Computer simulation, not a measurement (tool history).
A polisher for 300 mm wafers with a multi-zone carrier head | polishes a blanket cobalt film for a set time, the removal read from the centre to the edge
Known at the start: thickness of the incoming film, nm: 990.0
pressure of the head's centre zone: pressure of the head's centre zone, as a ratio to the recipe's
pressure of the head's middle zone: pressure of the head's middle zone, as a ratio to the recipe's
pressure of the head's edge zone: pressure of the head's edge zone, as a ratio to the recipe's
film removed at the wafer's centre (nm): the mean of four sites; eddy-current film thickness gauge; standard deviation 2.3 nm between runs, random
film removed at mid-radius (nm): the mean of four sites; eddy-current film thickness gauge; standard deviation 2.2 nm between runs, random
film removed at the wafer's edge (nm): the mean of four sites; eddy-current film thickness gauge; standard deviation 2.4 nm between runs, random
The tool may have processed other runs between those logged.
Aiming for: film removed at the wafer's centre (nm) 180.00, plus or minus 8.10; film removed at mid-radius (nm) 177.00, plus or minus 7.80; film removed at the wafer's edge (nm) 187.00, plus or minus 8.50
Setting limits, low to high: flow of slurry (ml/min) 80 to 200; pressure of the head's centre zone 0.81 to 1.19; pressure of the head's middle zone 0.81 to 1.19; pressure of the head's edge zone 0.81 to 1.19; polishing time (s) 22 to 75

run    day  flow of slurry (ml/min)  pressure of the head's centre zone  pressure of the head's middle zone  pressure of the head's edge zone  polishing time (s)  film removed at the wafer's centre (nm)  film removed at mid-radius (nm)  film removed at the wafer's edge (nm)
  1  0.000                      130                                1.00                                1.00                              1.00                  48                                   349.96                           333.20                                 347.48
  2  0.321                      115                                1.00                                1.00                              1.00                  48                                   334.80                           322.72                                 351.48
  3  0.571                      120                                0.97                                0.98                              0.95                  40                                   275.19                           275.36                                 284.48
  4  0.808                      150                                0.97                                0.98                              0.95                  40                                   285.49                           287.75                                 294.09
  5  0.904                      145                                0.97                                0.95                              0.92                  35                                   253.88                           239.12                                 250.88
  6  1.183                      140                                0.94                                0.93                              0.89                  32                                   222.71                           213.11                                 222.45
  7  1.342                      130                                0.91                                0.91                              0.87                  32                                   210.01                           210.61                                 223.36
  8  1.496                      130                                0.91                                0.90                              0.86                  30                                   200.56                           193.00                                 203.26
     1.546  -- worn pad replaced by a new one
  9  1.546                      120                                0.90                                0.89                              0.85                  30                                   206.06                           202.64                                 213.28
 10  1.742                      120                                0.89                                0.88                              0.84                  29                                   199.80                           191.94                                 203.86

Pick the move, out of 5, that brings all results within their allowed miss; only one does.
  A  1.938                      130                                0.84                                1.02                              0.86                  27                                        ?                                ?                                      ?
  B  1.938                      115                                0.82                                0.89                              0.81                  33                                        ?                                ?                                      ?
  C  1.938                      155                                0.91                                1.09                              0.81                  26                                        ?                                ?                                      ?
  D  1.938                      120                                1.04                                0.88                              0.81                  27                                        ?                                ?                                      ?
  E  1.938                      120                                0.96                                0.98                              0.97                  25                                        ?                                ?                                      ?

move  film removed at the wafer's centre (nm)  film removed at mid-radius (nm)  film removed at the wafer's edge (nm)
   A                                   174.14                           206.66                                 193.81
   B                                   202.11                           220.80                                 227.15
   C                                   187.71                           216.87                                 185.73
   D                                   209.72                           180.42                                 187.01
   E                                   179.92                           182.17                                 187.73
A: the worst result of the last run now meets its target, but another is out of spec
B: its largest miss is bigger than the last run's
C: the worst result of the last run now meets its target, but another is out of spec
D: its largest miss is bigger than the last run's
E: every result within its allowed miss
Correct choice: E, which meets every target
